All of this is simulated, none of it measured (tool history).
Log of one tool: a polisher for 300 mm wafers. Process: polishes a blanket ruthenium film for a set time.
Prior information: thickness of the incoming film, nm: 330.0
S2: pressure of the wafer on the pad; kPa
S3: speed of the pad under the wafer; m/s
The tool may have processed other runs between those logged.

run 1 hour=0.0 | flow_of_slurry_(ml/min)=240 S2=18.6 S3=1.04 polishing_time_(s)=81 | film_removed_(nm)=142.87
run 2 hour=6.6 | flow_of_slurry_(ml/min)=265 S2=18.6 S3=1.04 polishing_time_(s)=81 | film_removed_(nm)=142.32
run 3 hour=11.8 | flow_of_slurry_(ml/min)=265 S2=22.8 S3=1.04 polishing_time_(s)=81 | film_removed_(nm)=171.29
run 4 hour=15.8 | flow_of_slurry_(ml/min)=265 S2=22.8 S3=0.94 polishing_time_(s)=81 | film_removed_(nm)=153.95
run 5 hour=23.2 | flow_of_slurry_(ml/min)=265 S2=23.4 S3=0.96 polishing_time_(s)=81 | film_removed_(nm)=166.74
run 6 hour=23.9 | flow_of_slurry_(ml/min)=265 S2=26.9 S3=0.96 polishing_time_(s)=81 | film_removed_(nm)=188.85

Estimate the outcome of run 7 from the log above:
run 7 hour=25.7 | flow_of_slurry_(ml/min)=265 S2=26.9 S3=0.98 polishing_time_(s)=81 | film_removed_(nm)=?

{"run 7": {"film removed (nm)": 192.76}}
